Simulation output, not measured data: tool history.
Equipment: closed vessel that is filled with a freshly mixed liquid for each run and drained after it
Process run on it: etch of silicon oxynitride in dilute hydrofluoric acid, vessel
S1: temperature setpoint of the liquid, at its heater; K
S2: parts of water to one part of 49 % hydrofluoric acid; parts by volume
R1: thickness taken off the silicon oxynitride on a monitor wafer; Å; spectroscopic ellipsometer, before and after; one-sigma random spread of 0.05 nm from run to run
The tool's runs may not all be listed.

run 1 day=0 | S1=294.15 S2=65 time_in_the_liquid_(s)=70 | R1=46.186
run 2 day=0.171 | S1=291.65 S2=65 time_in_the_liquid_(s)=70 | R1=40.529
run 3 day=0.229 | S1=292.65 S2=65 time_in_the_liquid_(s)=70 | R1=42.405
run 4 day=0.521 | S1=294.65 S2=65 time_in_the_liquid_(s)=70 | R1=47.068
run 5 day=0.754 | S1=296.65 S2=65 time_in_the_liquid_(s)=70 | R1=51.629
run 6 day=1.062 | S1=294.15 S2=65 time_in_the_liquid_(s)=70 | R1=46.053

Run 7, settings as shown, results not yet in. Your forecast:
run 7 day=1.088 | S1=294.65 S2=65 time_in_the_liquid_(s)=70 | R1=?

R1: 46.603 Å
